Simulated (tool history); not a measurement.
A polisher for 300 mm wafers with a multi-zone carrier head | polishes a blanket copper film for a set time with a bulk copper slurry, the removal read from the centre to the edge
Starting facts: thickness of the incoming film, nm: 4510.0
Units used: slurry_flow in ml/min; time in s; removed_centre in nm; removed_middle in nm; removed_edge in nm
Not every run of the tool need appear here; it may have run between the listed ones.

run,day,slurry_flow,centre_zone,middle_zone,edge_zone,slurry_solids,time,removed_centre,removed_middle,removed_edge
1,0,285,1,1,1,1,50,696.45,668.67,663.14
2,0.188,245,1,1,1,1,50,683.42,650.34,666.14
3,0.492,175,1,1,1,1,50,681.92,640.83,653.48
4,0.554,175,1,1.05,1,1,50,666,650.17,650.43
5,0.921,175,1.01,1.01,1.02,0.9,49,650.04,617.11,623.55
6,1.092,175,1.02,0.97,1.04,0.85,48,639.64,580.35,615.77
7,1.238,175,1.02,0.94,1.04,0.8,48,623.35,557.29,610.68
8,1.383,175,1.03,0.92,1.03,0.75,48,628.89,533.07,595.68
9,1.554,175,1.03,0.91,1.02,0.75,48,618.38,529.35,593.35

The next listed run, before its measurement:
10,1.825,175,1.03,0.9,1.01,0.75,48,?,?,?

For run 10 the tool returned removed_centre 633.1 nm, removed_middle 524.91 nm, removed_edge 593.22 nm.

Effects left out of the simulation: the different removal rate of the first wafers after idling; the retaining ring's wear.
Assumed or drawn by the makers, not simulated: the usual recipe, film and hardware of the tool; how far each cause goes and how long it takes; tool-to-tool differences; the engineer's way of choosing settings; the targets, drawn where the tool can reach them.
